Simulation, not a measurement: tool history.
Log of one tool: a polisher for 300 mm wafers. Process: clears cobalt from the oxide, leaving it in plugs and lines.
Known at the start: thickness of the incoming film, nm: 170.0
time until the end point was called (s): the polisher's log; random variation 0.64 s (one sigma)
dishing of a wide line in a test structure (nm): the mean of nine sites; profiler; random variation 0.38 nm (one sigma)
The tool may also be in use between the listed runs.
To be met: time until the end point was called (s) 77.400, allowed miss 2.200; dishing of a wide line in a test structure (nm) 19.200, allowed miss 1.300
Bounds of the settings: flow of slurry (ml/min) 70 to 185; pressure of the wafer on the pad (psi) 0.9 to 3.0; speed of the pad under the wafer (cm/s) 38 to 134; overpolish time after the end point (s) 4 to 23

run  hour  flow of slurry (ml/min)  pressure of the wafer on the pad (psi)  speed of the pad under the wafer (cm/s)  overpolish time after the end point (s)  time until the end point was called (s)  dishing of a wide line in a test structure (nm)
  1   0.0                      120                                     1.9                                       86                                       12                                   46.242                                           26.738
  2   2.3                      120                                     1.5                                       86                                       12                                   56.198                                           23.312
  3   7.0                      120                                     1.9                                       86                                       12                                   47.185                                           25.830
  4   9.5                      100                                     1.9                                       86                                       12                                   48.477                                           26.199
  5  10.5                       95                                     1.6                                       86                                       12                                   57.280                                           22.877
  6  13.4                       90                                     1.4                                       86                                       12                                   64.263                                           20.990
  7  17.8                       85                                     1.3                                       86                                       12                                   69.967                                           19.731
  8  20.9                       70                                     1.2                                       86                                       13                                   79.747                                           19.199
  9  28.8                       70                                     1.2                                       86                                       13                                   79.918                                           18.150

4 next moves are on the table. One of them brings every result within its allowed miss. Which?
  A  36.7                       80                                     1.0                                      100                                       13                                        ?                                                ?
  B  36.7                       70                                     1.1                                       88                                       14                                        ?                                                ?
  C  36.7                       70                                     1.1                                      104                                       12                                        ?                                                ?
  D  36.7                       75                                     1.5                                       64                                       17                                        ?                                                ?

move  time until the end point was called (s)  dishing of a wide line in a test structure (nm)
   A                                   76.201                                           19.310
   B                                   83.507                                           19.042
   C                                   72.376                                           18.857
   D                                   82.926                                           22.345
A: meets every target
B: further off than the last run
C: takes the result that was furthest off past its target
D: further off than the last run
Answer: A
